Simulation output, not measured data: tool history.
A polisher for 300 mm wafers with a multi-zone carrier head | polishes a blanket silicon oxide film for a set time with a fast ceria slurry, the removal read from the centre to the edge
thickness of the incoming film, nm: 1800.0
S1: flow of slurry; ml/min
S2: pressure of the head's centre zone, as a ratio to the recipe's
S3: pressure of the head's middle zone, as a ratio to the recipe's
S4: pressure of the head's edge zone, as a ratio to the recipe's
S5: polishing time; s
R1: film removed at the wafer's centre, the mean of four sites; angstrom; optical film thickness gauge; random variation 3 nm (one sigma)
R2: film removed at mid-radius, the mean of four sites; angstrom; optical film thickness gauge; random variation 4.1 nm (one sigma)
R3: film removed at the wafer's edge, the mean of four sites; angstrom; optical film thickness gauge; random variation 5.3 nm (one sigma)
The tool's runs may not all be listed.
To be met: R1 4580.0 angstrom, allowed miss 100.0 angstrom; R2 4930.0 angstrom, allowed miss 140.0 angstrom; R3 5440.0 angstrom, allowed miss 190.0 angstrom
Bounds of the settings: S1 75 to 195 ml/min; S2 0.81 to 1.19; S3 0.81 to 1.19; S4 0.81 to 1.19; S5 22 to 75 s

{"run": 1, "hour": 0.0, "S1": 125, "S2": 1.0, "S3": 1.0, "S4": 1.0, "S5": 48, "R1": 5525.1, "R2": 5654.8, "R3": 5812.3}
{"run": 2, "hour": 2.7, "S1": 120, "S2": 0.99, "S3": 0.99, "S4": 1.0, "S5": 48, "R1": 5477.8, "R2": 5555.0, "R3": 5900.0}
{"run": 3, "hour": 4.8, "S1": 120, "S2": 0.99, "S3": 0.99, "S4": 1.08, "S5": 48, "R1": 5494.7, "R2": 5593.6, "R3": 6004.8}
{"run": 4, "hour": 6.2, "S1": 120, "S2": 0.93, "S3": 0.99, "S4": 1.08, "S5": 48, "R1": 5156.7, "R2": 5449.8, "R3": 6089.3}
{"run": 5, "hour": 10.9, "S1": 105, "S2": 0.93, "S3": 0.99, "S4": 1.08, "S5": 48, "R1": 4901.1, "R2": 5387.7, "R3": 5806.3}
{"run": 6, "hour": 12.5, "S1": 105, "S2": 0.93, "S3": 1.02, "S4": 1.08, "S5": 48, "R1": 4876.9, "R2": 5416.7, "R3": 5822.0}
{"run": 7, "hour": 19.8, "S1": 75, "S2": 0.93, "S3": 0.95, "S4": 1.04, "S5": 47, "R1": 4243.9, "R2": 4498.4, "R3": 5187.6}
{"run": 8, "hour": 26.1, "S1": 80, "S2": 0.93, "S3": 0.95, "S4": 1.04, "S5": 47, "R1": 4310.9, "R2": 4607.8, "R3": 5289.3}

Which of these 5 next moves meets every target?
{"run": "A", "hour": 32.4, "S1": 75, "S2": 0.93, "S3": 1.06, "S4": 1.0, "S5": 49, "R1": "?", "R2": "?", "R3": "?"}
{"run": "B", "hour": 32.4, "S1": 90, "S2": 1.01, "S3": 0.93, "S4": 1.05, "S5": 44, "R1": "?", "R2": "?", "R3": "?"}
{"run": "C", "hour": 32.4, "S1": 80, "S2": 0.99, "S3": 0.86, "S4": 1.05, "S5": 45, "R1": "?", "R2": "?", "R3": "?"}
{"run": "D", "hour": 32.4, "S1": 85, "S2": 0.94, "S3": 0.98, "S4": 1.03, "S5": 48, "R1": "?", "R2": "?", "R3": "?"}
{"run": "E", "hour": 32.4, "S1": 85, "S2": 0.9, "S3": 1.04, "S4": 1.03, "S5": 44, "R1": "?", "R2": "?", "R3": "?"}

move=A R1=4334.2 R2=5133.8 R3=5293.2
move=B R1=4550.4 R2=4483.1 R3=5095.6
move=C R1=4338.6 R2=4142.9 R3=5068.8
move=D R1=4546.3 R2=4983.0 R3=5432.4
move=E R1=4011.4 R2=4778.5 R3=4976.1
A: nearer than the last run, and not there yet
B: brings the result that was furthest off to its target, and leaves another outside
C: further off than the last run
D: meets every target
E: further off than the last run
The right move is D.
